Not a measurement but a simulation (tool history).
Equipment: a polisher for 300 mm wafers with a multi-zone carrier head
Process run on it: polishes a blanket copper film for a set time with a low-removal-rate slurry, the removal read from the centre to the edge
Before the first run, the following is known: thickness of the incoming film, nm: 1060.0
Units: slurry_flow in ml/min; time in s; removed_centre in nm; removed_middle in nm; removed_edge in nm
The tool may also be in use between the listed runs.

{"run": 1, "day": 0.0, "slurry_flow": 145, "centre_zone": 1, "middle_zone": 1, "edge_zone": 1, "slurry_solids": 1, "time": 36, "removed_centre": 96.556, "removed_middle": 92.249, "removed_edge": 92.192}
{"run": 2, "day": 0.188, "slurry_flow": 140, "centre_zone": 0.98, "middle_zone": 1, "edge_zone": 0.97, "slurry_solids": 0.9, "time": 33, "removed_centre": 84.444, "removed_middle": 83.536, "removed_edge": 79.958}
{"run": 3, "day": 0.238, "slurry_flow": 140, "centre_zone": 0.98, "middle_zone": 0.94, "edge_zone": 0.97, "slurry_solids": 0.9, "time": 33, "removed_centre": 82.697, "removed_middle": 80.587, "removed_edge": 81.53}
{"run": 4, "day": 0.292, "slurry_flow": 135, "centre_zone": 0.97, "middle_zone": 0.93, "edge_zone": 0.95, "slurry_solids": 0.85, "time": 30, "removed_centre": 73.03, "removed_middle": 70.517, "removed_edge": 70.762}
{"run": 5, "day": 0.558, "slurry_flow": 115, "centre_zone": 0.97, "middle_zone": 0.93, "edge_zone": 0.95, "slurry_solids": 0.85, "time": 30, "removed_centre": 69.55, "removed_middle": 66.84, "removed_edge": 69.815}
{"run": 6, "day": 0.675, "slurry_flow": 115, "centre_zone": 0.97, "middle_zone": 0.93, "edge_zone": 0.95, "slurry_solids": 0.85, "time": 34, "removed_centre": 79.125, "removed_middle": 75.614, "removed_edge": 78.917}
{"run": 7, "day": 0.762, "slurry_flow": 115, "centre_zone": 0.95, "middle_zone": 0.93, "edge_zone": 0.93, "slurry_solids": 0.8, "time": 32, "removed_centre": 70.183, "removed_middle": 71.737, "removed_edge": 70.934}
{"run": 8, "day": 0.908, "slurry_flow": 115, "centre_zone": 0.94, "middle_zone": 0.92, "edge_zone": 0.91, "slurry_solids": 0.75, "time": 30, "removed_centre": 64.42, "removed_middle": 64.547, "removed_edge": 64.472}
{"run": 9, "day": 1.117, "slurry_flow": 115, "centre_zone": 0.93, "middle_zone": 0.92, "edge_zone": 0.89, "slurry_solids": 0.7, "time": 29, "removed_centre": 60.25, "removed_middle": 62.564, "removed_edge": 60.657}
{"run": 10, "day": 1.271, "slurry_flow": 115, "centre_zone": 0.92, "middle_zone": 0.91, "edge_zone": 0.88, "slurry_solids": 0.65, "time": 28, "removed_centre": 56.966, "removed_middle": 56.591, "removed_edge": 56.596}

For run 11, what comes out?
{"run": 11, "day": 1.404, "slurry_flow": 115, "centre_zone": 0.91, "middle_zone": 0.92, "edge_zone": 0.87, "slurry_solids": 0.6, "time": 27, "removed_centre": "?", "removed_middle": "?", "removed_edge": "?"}

For run 11 the tool returned removed_centre 51.459 nm, removed_middle 54.623 nm, removed_edge 51.622 nm.
